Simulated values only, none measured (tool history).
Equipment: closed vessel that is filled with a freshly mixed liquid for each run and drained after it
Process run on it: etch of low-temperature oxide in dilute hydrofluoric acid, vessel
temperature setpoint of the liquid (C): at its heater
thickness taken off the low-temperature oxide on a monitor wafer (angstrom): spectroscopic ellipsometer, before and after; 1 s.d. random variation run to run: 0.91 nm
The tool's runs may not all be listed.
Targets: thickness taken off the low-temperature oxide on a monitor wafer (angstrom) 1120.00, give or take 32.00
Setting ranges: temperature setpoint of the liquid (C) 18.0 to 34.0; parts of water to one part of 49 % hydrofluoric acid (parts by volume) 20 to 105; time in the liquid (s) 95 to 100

run,day,temperature setpoint of the liquid (C),parts of water to one part of 49 % hydrofluoric acid (parts by volume),time in the liquid (s),thickness taken off the low-temperature oxide on a monitor wafer (angstrom)
1,0.000,26.0,55,95,514.06
2,0.317,23.0,55,95,449.40
3,0.492,25.5,50,95,551.32
4,0.762,27.5,45,95,675.21
5,1.050,26.0,45,95,632.29
6,1.429,26.0,45,95,639.74
7,1.492,28.0,40,95,771.07
8,1.592,32.0,30,95,1247.90
9,1.721,31.5,30,95,1197.90
10,1.925,31.0,30,95,1191.60
11,2.192,30.5,30,95,1166.90

Which of these 4 next moves meets every target?
A,2.458,21.0,20,100,?
B,2.458,32.5,35,95,?
C,2.458,28.0,30,95,?
D,2.458,33.5,35,95,?

move,thickness taken off the low-temperature oxide on a monitor wafer (angstrom)
A,1245.70
B,1061.40
C,1043.30
D,1103.60
A: lands further from the targets than the last run did
B: carries the result that was furthest off beyond its target, to the other side
C: carries the result that was furthest off beyond its target, to the other side
D: every result within its allowed miss
So the answer is move D, the one that meets all the targets.

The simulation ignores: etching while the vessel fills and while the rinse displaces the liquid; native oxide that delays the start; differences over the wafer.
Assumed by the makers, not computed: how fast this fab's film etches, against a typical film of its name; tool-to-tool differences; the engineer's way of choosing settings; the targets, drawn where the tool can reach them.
